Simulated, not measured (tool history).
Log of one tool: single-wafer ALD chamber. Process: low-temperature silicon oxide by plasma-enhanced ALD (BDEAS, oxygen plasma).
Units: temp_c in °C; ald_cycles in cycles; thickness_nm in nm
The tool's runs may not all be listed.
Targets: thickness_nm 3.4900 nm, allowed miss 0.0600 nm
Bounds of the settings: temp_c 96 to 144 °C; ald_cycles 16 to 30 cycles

run 1 day=0.000 | temp_c=120 ald_cycles=23 | thickness_nm=3.0546
run 2 day=0.121 | temp_c=119 ald_cycles=23 | thickness_nm=3.0839
run 3 day=0.333 | temp_c=118 ald_cycles=23 | thickness_nm=3.0681
run 4 day=0.571 | temp_c=116 ald_cycles=25 | thickness_nm=3.3441
run 5 day=0.879 | temp_c=120 ald_cycles=25 | thickness_nm=3.3383
run 6 day=1.183 | temp_c=120 ald_cycles=28 | thickness_nm=3.7063
run 7 day=1.404 | temp_c=121 ald_cycles=28 | thickness_nm=3.7193
run 8 day=1.717 | temp_c=122 ald_cycles=28 | thickness_nm=3.7016

Which of these 5 next moves meets every target?
run A day=2.029 | temp_c=129 ald_cycles=28 | thickness_nm=?
run B day=2.029 | temp_c=134 ald_cycles=27 | thickness_nm=?
run C day=2.029 | temp_c=127 ald_cycles=28 | thickness_nm=?
run D day=2.029 | temp_c=114 ald_cycles=27 | thickness_nm=?
run E day=2.029 | temp_c=118 ald_cycles=29 | thickness_nm=?

move=A thickness_nm=3.6452
move=B thickness_nm=3.4856
move=C thickness_nm=3.6574
move=D thickness_nm=3.6032
move=E thickness_nm=3.8449
A: nearer than the last run, and not there yet
B: meets every target
C: nearer than the last run, and not there yet
D: nearer than the last run, and not there yet
E: further off than the last run
The right move is B.
